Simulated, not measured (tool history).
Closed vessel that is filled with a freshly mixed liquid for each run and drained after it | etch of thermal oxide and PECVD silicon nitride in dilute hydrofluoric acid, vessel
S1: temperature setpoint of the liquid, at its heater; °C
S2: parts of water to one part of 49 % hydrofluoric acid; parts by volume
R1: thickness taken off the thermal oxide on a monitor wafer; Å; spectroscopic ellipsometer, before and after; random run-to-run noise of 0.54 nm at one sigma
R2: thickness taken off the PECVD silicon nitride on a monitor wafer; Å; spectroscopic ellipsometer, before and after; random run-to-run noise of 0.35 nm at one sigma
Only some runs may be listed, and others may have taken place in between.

run 1 day=0.000 | S1=25.0 S2=175 time_in_the_liquid_(s)=1025 | R1=249.40 R2=280.61
run 2 day=0.229 | S1=26.5 S2=165 time_in_the_liquid_(s)=1040 | R1=287.25 R2=335.90
run 3 day=0.350 | S1=26.5 S2=165 time_in_the_liquid_(s)=800 | R1=221.01 R2=258.11
run 4 day=0.608 | S1=27.5 S2=150 time_in_the_liquid_(s)=815 | R1=263.32 R2=306.23
run 5 day=0.746 | S1=28.5 S2=140 time_in_the_liquid_(s)=850 | R1=305.48 R2=364.27
run 6 day=0.967 | S1=26.5 S2=140 time_in_the_liquid_(s)=850 | R1=284.18 R2=321.40
run 7 day=1.050 | S1=30.5 S2=75 time_in_the_liquid_(s)=985 | R1=787.91 R2=890.19

Estimate the outcome of run 8 from the log above:
run 8 day=1.275 | S1=31.0 S2=85 time_in_the_liquid_(s)=1005 | R1=? R2=?

{"run 8": {"R1": 704.74, "R2": 829.36}}
